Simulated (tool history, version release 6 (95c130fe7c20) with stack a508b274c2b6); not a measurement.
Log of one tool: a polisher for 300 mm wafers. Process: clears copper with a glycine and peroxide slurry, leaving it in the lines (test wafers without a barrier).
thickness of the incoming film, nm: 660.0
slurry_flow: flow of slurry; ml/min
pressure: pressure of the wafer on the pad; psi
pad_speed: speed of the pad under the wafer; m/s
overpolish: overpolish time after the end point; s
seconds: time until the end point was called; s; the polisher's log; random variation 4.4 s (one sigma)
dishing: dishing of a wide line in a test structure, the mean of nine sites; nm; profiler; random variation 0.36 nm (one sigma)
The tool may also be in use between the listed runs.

run 1 hour=0.0 | slurry_flow=240 pressure=2.4 pad_speed=0.80 overpolish=29 | seconds=190.75 dishing=55.278
run 2 hour=4.0 | slurry_flow=240 pressure=1.9 pad_speed=0.80 overpolish=29 | seconds=227.73 dishing=49.153
run 3 hour=5.2 | slurry_flow=220 pressure=1.9 pad_speed=0.76 overpolish=24 | seconds=235.18 dishing=40.910
run 4 hour=13.0 | slurry_flow=200 pressure=1.9 pad_speed=0.72 overpolish=20 | seconds=245.00 dishing=32.807
run 5 hour=13.7 | slurry_flow=200 pressure=1.9 pad_speed=0.70 overpolish=17 | seconds=246.17 dishing=28.191
run 6 hour=19.8 | slurry_flow=200 pressure=1.9 pad_speed=0.70 overpolish=27 | seconds=258.29 dishing=43.031
run 7 hour=24.4 | slurry_flow=205 pressure=1.9 pad_speed=0.70 overpolish=23 | seconds=261.58 dishing=36.270
run 8 hour=32.2 | slurry_flow=275 pressure=1.8 pad_speed=0.72 overpolish=9 | seconds=252.61 dishing=16.179
run 9 hour=39.5 | slurry_flow=250 pressure=1.8 pad_speed=0.72 overpolish=10 | seconds=259.31 dishing=17.069
run 10 hour=45.3 | slurry_flow=205 pressure=1.9 pad_speed=0.72 overpolish=19 | seconds=252.20 dishing=31.343
run 11 hour=48.5 | slurry_flow=230 pressure=1.9 pad_speed=0.72 overpolish=19 | seconds=250.72 dishing=32.322
run 12 hour=55.1 | slurry_flow=160 pressure=1.6 pad_speed=0.78 overpolish=9 | seconds=272.33 dishing=14.666
run 13 hour=60.7 | slurry_flow=160 pressure=1.7 pad_speed=0.74 overpolish=10 | seconds=279.97 dishing=16.236
run 14 hour=68.7 | slurry_flow=165 pressure=1.8 pad_speed=0.72 overpolish=10 | seconds=265.03 dishing=16.729

The next listed run, before its measurement:
run 15 hour=74.2 | slurry_flow=165 pressure=1.8 pad_speed=0.72 overpolish=10 | seconds=? dishing=?

Run 15 gave seconds 265.13 s, dishing 16.953 nm.
